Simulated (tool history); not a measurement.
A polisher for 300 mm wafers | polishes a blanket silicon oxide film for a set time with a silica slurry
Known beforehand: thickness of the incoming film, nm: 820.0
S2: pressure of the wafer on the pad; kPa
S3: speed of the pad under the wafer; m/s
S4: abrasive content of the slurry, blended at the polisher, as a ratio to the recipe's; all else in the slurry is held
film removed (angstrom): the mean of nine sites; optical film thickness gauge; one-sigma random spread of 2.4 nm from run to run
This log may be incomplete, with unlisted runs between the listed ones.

{"run": 1, "hour": 0.0, "flow of slurry (ml/min)": 140, "S2": 29.6, "S3": 1.38, "S4": 1, "polishing time (s)": 65, "film removed (angstrom)": 2216.6}
{"run": 2, "hour": 1.1, "flow of slurry (ml/min)": 150, "S2": 32.4, "S3": 1.38, "S4": 1, "polishing time (s)": 65, "film removed (angstrom)": 2471.4}
{"run": 3, "hour": 9.7, "flow of slurry (ml/min)": 150, "S2": 38.6, "S3": 1.38, "S4": 1, "polishing time (s)": 65, "film removed (angstrom)": 2968.6}
{"run": 4, "hour": 16.4, "flow of slurry (ml/min)": 115, "S2": 38.6, "S3": 1.38, "S4": 1, "polishing time (s)": 65, "film removed (angstrom)": 2787.6}
{"run": 5, "hour": 20.9, "flow of slurry (ml/min)": 115, "S2": 33.8, "S3": 1.38, "S4": 1, "polishing time (s)": 65, "film removed (angstrom)": 2476.2}
{"run": 6, "hour": 29.9, "flow of slurry (ml/min)": 115, "S2": 33.8, "S3": 1.08, "S4": 1, "polishing time (s)": 65, "film removed (angstrom)": 2008.7}
{"run": 7, "hour": 35.1, "flow of slurry (ml/min)": 115, "S2": 33.8, "S3": 1.08, "S4": 1, "polishing time (s)": 65, "film removed (angstrom)": 2035.3}
{"run": 8, "hour": 42.7, "flow of slurry (ml/min)": 130, "S2": 37.2, "S3": 1.08, "S4": 1, "polishing time (s)": 65, "film removed (angstrom)": 2304.6}
{"run": 9, "hour": 51.4, "flow of slurry (ml/min)": 145, "S2": 39.3, "S3": 1.08, "S4": 1, "polishing time (s)": 65, "film removed (angstrom)": 2471.2}
{"run": 10, "hour": 59.9, "flow of slurry (ml/min)": 155, "S2": 41.4, "S3": 1.08, "S4": 1, "polishing time (s)": 65, "film removed (angstrom)": 2633.3}
{"run": 11, "hour": 68.1, "flow of slurry (ml/min)": 160, "S2": 42.7, "S3": 1.08, "S4": 1, "polishing time (s)": 65, "film removed (angstrom)": 2733.4}

Run 12 comes next. What will it give?
{"run": 12, "hour": 68.9, "flow of slurry (ml/min)": 165, "S2": 44.1, "S3": 1.1, "S4": 1, "polishing time (s)": 65, "film removed (angstrom)": "?"}

film removed (angstrom): 2877.4
